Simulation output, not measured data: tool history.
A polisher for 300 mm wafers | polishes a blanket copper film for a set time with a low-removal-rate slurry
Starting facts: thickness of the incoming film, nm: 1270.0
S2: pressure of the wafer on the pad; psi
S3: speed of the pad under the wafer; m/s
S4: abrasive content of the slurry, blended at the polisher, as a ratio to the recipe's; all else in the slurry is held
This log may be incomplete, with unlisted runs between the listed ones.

{"run": 1, "hour": 0.0, "flow of slurry (ml/min)": 310, "S2": 1.6, "S3": 1.16, "S4": 1.0, "polishing time (s)": 34, "film removed (nm)": 65.007}
{"run": 2, "hour": 4.5, "flow of slurry (ml/min)": 310, "S2": 1.6, "S3": 1.16, "S4": 0.9, "polishing time (s)": 34, "film removed (nm)": 64.133}
{"run": 3, "hour": 10.3, "flow of slurry (ml/min)": 310, "S2": 1.6, "S3": 1.16, "S4": 1.05, "polishing time (s)": 34, "film removed (nm)": 65.531}
{"run": 4, "hour": 18.8, "flow of slurry (ml/min)": 310, "S2": 1.6, "S3": 1.16, "S4": 1.05, "polishing time (s)": 31, "film removed (nm)": 60.393}
{"run": 5, "hour": 21.4, "flow of slurry (ml/min)": 310, "S2": 1.6, "S3": 1.02, "S4": 1.05, "polishing time (s)": 31, "film removed (nm)": 53.102}
{"run": 6, "hour": 27.8, "flow of slurry (ml/min)": 310, "S2": 1.6, "S3": 1.02, "S4": 1.2, "polishing time (s)": 31, "film removed (nm)": 53.25}

Run 7, settings as shown, results not yet in. Your forecast:
{"run": 7, "hour": 29.9, "flow of slurry (ml/min)": 310, "S2": 2.1, "S3": 1.06, "S4": 1.2, "polishing time (s)": 31, "film removed (nm)": "?"}

Run 7 came out at film removed (nm) 73.045.
